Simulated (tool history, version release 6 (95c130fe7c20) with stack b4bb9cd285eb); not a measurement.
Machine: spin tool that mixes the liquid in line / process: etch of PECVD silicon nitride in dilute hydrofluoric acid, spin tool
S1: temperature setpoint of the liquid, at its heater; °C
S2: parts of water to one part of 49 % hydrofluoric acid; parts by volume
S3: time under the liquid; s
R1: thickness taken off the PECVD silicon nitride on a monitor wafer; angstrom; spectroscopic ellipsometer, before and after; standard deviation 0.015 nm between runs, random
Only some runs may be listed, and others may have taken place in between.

run 1 day=0.000 | S1=21.0 S2=215 S3=85 | R1=18.188
run 2 day=0.150 | S1=24.0 S2=215 S3=85 | R1=22.469
run 3 day=0.183 | S1=21.0 S2=215 S3=85 | R1=18.016
run 4 day=0.446 | S1=21.0 S2=215 S3=85 | R1=18.283
run 5 day=0.733 | S1=20.5 S2=215 S3=85 | R1=17.854
run 6 day=0.983 | S1=20.5 S2=155 S3=85 | R1=24.199
run 7 day=1.200 | S1=19.5 S2=165 S3=85 | R1=21.294

Run 8 comes next. What will it give?
run 8 day=1.421 | S1=17.0 S2=205 S3=85 | R1=?

R1: 14.945 angstrom
